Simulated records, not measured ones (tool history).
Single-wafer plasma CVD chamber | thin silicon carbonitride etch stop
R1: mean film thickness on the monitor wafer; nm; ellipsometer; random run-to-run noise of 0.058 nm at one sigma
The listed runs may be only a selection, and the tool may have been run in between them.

{"run": 1, "day": 0.0, "RF power (kW)": 0.225, "deposition time (s)": 27.7, "R1": 14.893}
{"run": 2, "day": 0.338, "RF power (kW)": 0.21, "deposition time (s)": 27.7, "R1": 14.571}
{"run": 3, "day": 0.617, "RF power (kW)": 0.21, "deposition time (s)": 25.2, "R1": 13.159}
{"run": 4, "day": 0.662, "RF power (kW)": 0.2, "deposition time (s)": 23.9, "R1": 12.228}
{"run": 5, "day": 0.879, "RF power (kW)": 0.195, "deposition time (s)": 23.1, "R1": 11.633}
{"run": 6, "day": 0.992, "RF power (kW)": 0.195, "deposition time (s)": 21.2, "R1": 10.64}

Run 7 is up next; what results do you expect?
{"run": 7, "day": 1.096, "RF power (kW)": 0.17, "deposition time (s)": 20.0, "R1": "?"}

{"run 7": {"R1": 9.448}}
